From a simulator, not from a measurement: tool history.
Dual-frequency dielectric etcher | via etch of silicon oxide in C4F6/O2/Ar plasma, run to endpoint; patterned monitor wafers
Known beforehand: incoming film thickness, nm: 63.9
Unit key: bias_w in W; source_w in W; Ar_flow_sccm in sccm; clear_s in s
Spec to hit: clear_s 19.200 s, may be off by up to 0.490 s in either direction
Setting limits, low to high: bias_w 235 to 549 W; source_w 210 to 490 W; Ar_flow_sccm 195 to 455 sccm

run  hour  bias_w  source_w  Ar_flow_sccm  clear_s
  1   0.0     392       350           325   15.139
  2   5.9     353       350           325   15.925
  3   6.7     341       340           326   16.175
  4   8.6     341       370           326   15.902
  5  15.0     329       360           329   16.081
  6  16.0     329       300           329   16.987
  7  24.4     320       300           330   17.130
  8  32.8     311       300           331   17.321
  9  41.1     237       260           342   20.017
 10  49.1     240       260           342   19.790
 11  51.6     242       260           342   19.823
 12  58.5     244       260           342   19.971
 13  65.9     247       260           342   19.751
 14  73.2     249       260           342   19.732

Below are 5 possible settings for the next run. Only one of them brings all results inside the allowed miss of their targets. Which is it?
  A  80.5     235       250           370        ?
  B  80.5     249       250           348        ?
  C  80.5     239       250           327        ?
  D  80.5     246       290           329        ?
  E  80.5     235       240           359        ?

move  clear_s
   A   20.633
   B   20.051
   C   20.185
   D   19.180
   E   20.784
A: misses by more than the last run did
B: misses by more than the last run did
C: misses by more than the last run did
D: each result inside its tolerance
E: misses by more than the last run did
So the answer is move D, the one that meets all the targets.

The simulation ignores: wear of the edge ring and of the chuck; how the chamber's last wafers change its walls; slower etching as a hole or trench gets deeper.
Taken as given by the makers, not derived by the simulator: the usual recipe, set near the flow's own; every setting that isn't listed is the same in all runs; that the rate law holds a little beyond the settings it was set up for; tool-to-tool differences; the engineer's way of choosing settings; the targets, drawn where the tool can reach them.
